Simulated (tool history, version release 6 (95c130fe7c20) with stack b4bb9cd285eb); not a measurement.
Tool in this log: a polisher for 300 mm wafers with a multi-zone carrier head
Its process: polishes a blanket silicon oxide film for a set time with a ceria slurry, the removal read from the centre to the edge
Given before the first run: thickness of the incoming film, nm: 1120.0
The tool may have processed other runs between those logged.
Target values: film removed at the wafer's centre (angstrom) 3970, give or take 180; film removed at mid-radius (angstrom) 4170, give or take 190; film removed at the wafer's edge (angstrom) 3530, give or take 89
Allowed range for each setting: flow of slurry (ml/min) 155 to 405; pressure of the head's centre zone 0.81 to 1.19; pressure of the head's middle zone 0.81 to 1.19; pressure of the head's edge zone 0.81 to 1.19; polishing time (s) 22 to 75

run	hour	flow of slurry (ml/min)	pressure of the head's centre zone	pressure of the head's middle zone	pressure of the head's edge zone	polishing time (s)	film removed at the wafer's centre (angstrom)	film removed at mid-radius (angstrom)	film removed at the wafer's edge (angstrom)
1	0	260	1	1	1	48	3391.1	3221.7	3271.5
2	1.6	270	1.01	1.04	1	49	3502.9	3423.1	3391.9
3	4.6	220	1.01	1.04	1	49	3437	3413.5	3299.4
4	9.6	225	1.03	1.07	1	50	3593.2	3540.8	3396.6
5	14.1	225	1.03	1.07	1	42	3017.9	2969.8	2849.3
6	22.3	220	1.04	1.09	0.99	44	3176	3074.2	2975.3
7	24.9	205	1.04	1.11	0.95	47	3300.8	3353.6	3067.4
8	30.4	205	1.05	1.13	0.94	49	3493.4	3615.3	3180.3
9	36.4	205	1.05	1.13	0.94	49	3519.8	3639	3187
10	45	205	1.05	1.13	0.94	49	3475.9	3575.3	3143.7
11	48.3	210	1.05	1.14	0.95	50	3572.2	3655.2	3274.7
12	52.2	210	1.05	1.15	0.94	51	3587.2	3836.8	3345.3
13	60.6	215	1.06	1.16	0.94	51	3723.6	3807.1	3331.1

Exactly one of the 5 candidate moves below puts every result within its allowed miss. Which one?
A	69	190	1.02	1.19	0.9	54	?	?	?
B	69	195	1.18	1.19	0.81	59	?	?	?
C	69	195	0.98	1.19	0.9	49	?	?	?
D	69	265	1.16	1.16	0.9	54	?	?	?
E	69	180	1.13	1.19	0.95	55	?	?	?

move	film removed at the wafer's centre (angstrom)	film removed at mid-radius (angstrom)	film removed at the wafer's edge (angstrom)
A	3633.3	4111.3	3423
B	4499.9	4510.1	3579.7
C	3208.1	3748.4	3116.5
D	4266.1	4221.1	3552.1
E	3980.4	4143.4	3548.8
A: nearer the targets than the last run, but a result is still out of spec
B: brings the last run's worst result on target, with another outside its allowed miss
C: misses by more than the last run did
D: brings the last run's worst result on target, with another outside its allowed miss
E: every result within its allowed miss
Move E is the one to make.
